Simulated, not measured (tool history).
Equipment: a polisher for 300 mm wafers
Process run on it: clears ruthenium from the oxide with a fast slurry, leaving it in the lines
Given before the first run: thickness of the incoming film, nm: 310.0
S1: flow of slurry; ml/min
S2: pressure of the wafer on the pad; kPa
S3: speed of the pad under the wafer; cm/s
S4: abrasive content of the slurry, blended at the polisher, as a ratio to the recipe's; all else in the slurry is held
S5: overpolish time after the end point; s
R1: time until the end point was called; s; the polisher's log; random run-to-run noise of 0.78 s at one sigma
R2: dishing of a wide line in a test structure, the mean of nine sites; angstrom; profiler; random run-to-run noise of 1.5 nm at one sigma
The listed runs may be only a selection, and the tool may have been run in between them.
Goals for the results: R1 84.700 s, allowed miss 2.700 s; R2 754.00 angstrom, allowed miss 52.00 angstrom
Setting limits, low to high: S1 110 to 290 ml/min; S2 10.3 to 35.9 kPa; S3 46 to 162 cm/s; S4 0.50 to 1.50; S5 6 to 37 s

run	day	S1	S2	S3	S4	S5	R1	R2
1	0.000	185	22.8	104	1.00	19	68.143	653.27
2	0.275	185	22.1	104	1.00	20	69.358	656.01
3	0.638	185	22.1	124	1.00	20	60.088	752.04
4	0.775	185	21.4	124	1.00	21	60.973	755.16
5	0.892	185	20.7	124	1.00	22	62.752	812.65
6	1.175	185	20.0	124	1.00	22	65.184	773.50
7	1.233	185	19.3	124	1.00	22	68.253	753.09
8	1.304	185	18.6	124	1.00	22	70.238	732.96
9	1.588	185	17.9	124	1.00	22	71.008	709.18
10	1.704	185	17.2	124	1.00	22	75.875	681.93

Which one of the following 4 next-run settings gets every result inside its allowed miss? There is exactly one.
A	1.821	195	11.0	162	1.05	28	?	?
B	1.821	155	13.8	144	0.95	24	?	?
C	1.821	230	15.9	132	1.25	22	?	?
D	1.821	215	25.5	124	0.75	17	?	?

move	R1	R2
A	85.342	746.69
B	84.976	664.51
C	66.211	753.91
D	63.463	637.03
A: all results land within tolerance of their targets
B: brings the result that was furthest off to its target, and leaves another outside
C: further off than the last run
D: further off than the last run
Correct choice: A, which meets every target
